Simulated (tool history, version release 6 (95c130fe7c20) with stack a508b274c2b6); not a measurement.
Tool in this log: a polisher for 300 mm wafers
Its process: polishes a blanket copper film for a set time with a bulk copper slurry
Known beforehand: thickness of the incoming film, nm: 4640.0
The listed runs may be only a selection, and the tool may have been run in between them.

run	day	flow of slurry (ml/min)	pressure of the wafer on the pad (kPa)	speed of the pad under the wafer (m/s)	abrasive content of the slurry	polishing time (s)	film removed (Å)
1	0	285	20	0.9	1	54	3936.5
2	0.162	285	20	0.9	1	54	3961.9
3	0.433	285	20	0.9	1	57	4230.4
4	0.771	285	18.6	0.9	1	57	3919.9
5	0.829	285	18.6	0.9	1	54	3735.1
6	0.983	285	18.6	1.02	1	54	4235.9
7	1.262	285	16.5	1.02	1	54	3745.7
8	1.354	285	15.2	1.02	1	54	3515
9	1.375	285	14.5	1.02	1	54	3341.7
10	1.617	285	13.8	1.02	1	54	3124.6
11	1.979	285	13.8	1.02	1	54	3160.9

Estimate the outcome of run 12 from the log above:
12	2.121	285	13.1	1.02	1	54	?

For run 12 the tool returned film removed (Å) 3105.2.
